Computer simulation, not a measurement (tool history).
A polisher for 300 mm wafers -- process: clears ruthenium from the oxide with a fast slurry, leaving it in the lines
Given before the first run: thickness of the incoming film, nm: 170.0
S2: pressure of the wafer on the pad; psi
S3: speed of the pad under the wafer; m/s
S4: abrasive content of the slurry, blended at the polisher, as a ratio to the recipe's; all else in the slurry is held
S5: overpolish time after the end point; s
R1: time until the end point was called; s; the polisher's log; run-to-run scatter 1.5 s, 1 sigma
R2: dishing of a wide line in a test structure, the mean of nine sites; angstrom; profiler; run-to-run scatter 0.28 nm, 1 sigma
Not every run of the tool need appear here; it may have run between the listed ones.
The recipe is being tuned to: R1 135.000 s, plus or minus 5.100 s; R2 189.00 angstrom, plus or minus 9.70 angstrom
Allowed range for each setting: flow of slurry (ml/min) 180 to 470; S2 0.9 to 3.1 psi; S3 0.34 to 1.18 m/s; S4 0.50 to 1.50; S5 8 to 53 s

Run 1, hour 0.0: flow of slurry (ml/min) 300, S2 2.0 psi, S3 0.76 m/s, S4 1.00, S5 27 s. Result: R1 84.690 s, R2 435.85 angstrom.
Run 2, hour 7.3: flow of slurry (ml/min) 300, S2 2.0 psi, S3 0.76 m/s, S4 1.00, S5 36 s. Result: R1 82.883 s, R2 569.76 angstrom.
Run 3, hour 10.8: flow of slurry (ml/min) 300, S2 2.0 psi, S3 0.76 m/s, S4 1.10, S5 36 s. Result: R1 79.545 s, R2 583.54 angstrom.
Run 4, hour 16.0: flow of slurry (ml/min) 300, S2 2.0 psi, S3 0.76 m/s, S4 1.25, S5 36 s. Result: R1 75.604 s, R2 606.71 angstrom.
Run 5, hour 24.6: flow of slurry (ml/min) 300, S2 2.0 psi, S3 0.76 m/s, S4 1.25, S5 42 s. Result: R1 74.815 s, R2 688.46 angstrom.
Run 6, hour 31.5: flow of slurry (ml/min) 305, S2 1.8 psi, S3 0.72 m/s, S4 1.30, S5 35 s. Result: R1 87.441 s, R2 519.94 angstrom.
Run 7, hour 37.9: flow of slurry (ml/min) 305, S2 1.7 psi, S3 0.70 m/s, S4 1.30, S5 29 s. Result: R1 93.448 s, R2 415.45 angstrom.
At hour 40.0: worn pad replaced by a new one.
Run 8, hour 40.0: flow of slurry (ml/min) 305, S2 1.6 psi, S3 0.68 m/s, S4 1.30, S5 25 s. Result: R1 93.271 s, R2 361.70 angstrom.
Run 9, hour 46.6: flow of slurry (ml/min) 305, S2 1.5 psi, S3 0.64 m/s, S4 1.30, S5 22 s. Result: R1 106.810 s, R2 283.06 angstrom.
Run 10, hour 53.8: flow of slurry (ml/min) 305, S2 1.4 psi, S3 0.64 m/s, S4 1.30, S5 21 s. Result: R1 112.160 s, R2 257.51 angstrom.
Run 11, hour 58.1: flow of slurry (ml/min) 305, S2 1.0 psi, S3 0.64 m/s, S4 1.30, S5 17 s. Result: R1 147.110 s, R2 166.02 angstrom.
Run 12, hour 60.9: flow of slurry (ml/min) 305, S2 1.2 psi, S3 0.64 m/s, S4 1.30, S5 18 s. Result: R1 126.850 s, R2 198.36 angstrom.

4 candidate next runs follow, results not yet known. Just one meets every target within its allowed miss. Identify it.
Run A, hour 63.7: flow of slurry (ml/min) 290, S2 1.1 psi, S3 0.66 m/s, S4 1.30, S5 16 s. Result: R1 ?, R2 ?.
Run B, hour 63.7: flow of slurry (ml/min) 385, S2 1.1 psi, S3 0.70 m/s, S4 1.40, S5 16 s. Result: R1 ?, R2 ?.
Run C, hour 63.7: flow of slurry (ml/min) 355, S2 0.9 psi, S3 0.82 m/s, S4 1.15, S5 18 s. Result: R1 ?, R2 ?.
Run D, hour 63.7: flow of slurry (ml/min) 300, S2 1.2 psi, S3 0.66 m/s, S4 1.40, S5 18 s. Result: R1 ?, R2 ?.

move       R1      R2
   A  133.160  171.82
   B  119.930  189.96
   C  133.050  192.51
   D  119.810  212.76
A: puts the biggest miss on target and leaves a different result outside tolerance
B: its largest miss is bigger than the last run's
C: every result lands within tolerance
D: its largest miss is bigger than the last run's
So the answer is move C, the one that meets all the targets.
